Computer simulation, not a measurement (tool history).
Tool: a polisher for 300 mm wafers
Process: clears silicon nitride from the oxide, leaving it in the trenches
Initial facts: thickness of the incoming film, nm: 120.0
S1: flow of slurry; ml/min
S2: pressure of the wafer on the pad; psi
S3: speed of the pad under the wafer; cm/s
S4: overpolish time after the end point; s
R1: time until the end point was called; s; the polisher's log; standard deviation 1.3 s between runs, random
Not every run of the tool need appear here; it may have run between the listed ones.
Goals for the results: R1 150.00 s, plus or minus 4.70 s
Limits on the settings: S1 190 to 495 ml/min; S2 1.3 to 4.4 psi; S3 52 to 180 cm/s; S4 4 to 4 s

{"run": 1, "hour": 0.0, "S1": 320, "S2": 2.8, "S3": 116, "S4": 4, "R1": 133.35}
{"run": 2, "hour": 2.6, "S1": 320, "S2": 2.7, "S3": 116, "S4": 4, "R1": 136.12}
{"run": 3, "hour": 9.2, "S1": 320, "S2": 2.7, "S3": 116, "S4": 4, "R1": 135.07}
{"run": 4, "hour": 13.6, "S1": 320, "S2": 2.6, "S3": 116, "S4": 4, "R1": 140.31}
{"run": 5, "hour": 16.9, "S1": 320, "S2": 2.0, "S3": 116, "S4": 4, "R1": 176.47}
{"run": 6, "hour": 24.2, "S1": 320, "S2": 2.0, "S3": 102, "S4": 4, "R1": 195.98}
{"run": 7, "hour": 27.7, "S1": 320, "S2": 2.2, "S3": 102, "S4": 4, "R1": 184.63}
{"run": 8, "hour": 29.5, "S1": 320, "S2": 2.2, "S3": 102, "S4": 4, "R1": 181.03}
{"run": 9, "hour": 31.2, "S1": 320, "S2": 2.4, "S3": 102, "S4": 4, "R1": 167.65}
{"run": 10, "hour": 32.2, "S1": 320, "S2": 2.5, "S3": 102, "S4": 4, "R1": 164.96}
{"run": 11, "hour": 40.4, "S1": 320, "S2": 2.6, "S3": 102, "S4": 4, "R1": 160.93}

5 candidate next runs follow, results not yet known. Just one meets every target within its allowed miss. Identify it.
{"run": "A", "hour": 48.6, "S1": 395, "S2": 2.7, "S3": 96, "S4": 4, "R1": "?"}
{"run": "B", "hour": 48.6, "S1": 315, "S2": 2.8, "S3": 114, "S4": 4, "R1": "?"}
{"run": "C", "hour": 48.6, "S1": 355, "S2": 3.0, "S3": 102, "S4": 4, "R1": "?"}
{"run": "D", "hour": 48.6, "S1": 335, "S2": 3.4, "S3": 90, "S4": 4, "R1": "?"}
{"run": "E", "hour": 48.6, "S1": 320, "S2": 2.9, "S3": 98, "S4": 4, "R1": "?"}

move=A R1=160.71
move=B R1=134.22
move=C R1=139.50
move=D R1=141.71
move=E R1=150.54
A: no better and no worse than the last run
B: pushes the last run's worst result past its target
C: pushes the last run's worst result past its target
D: pushes the last run's worst result past its target
E: all results land within tolerance of their targets
E is the move that brings every result within its allowed miss.
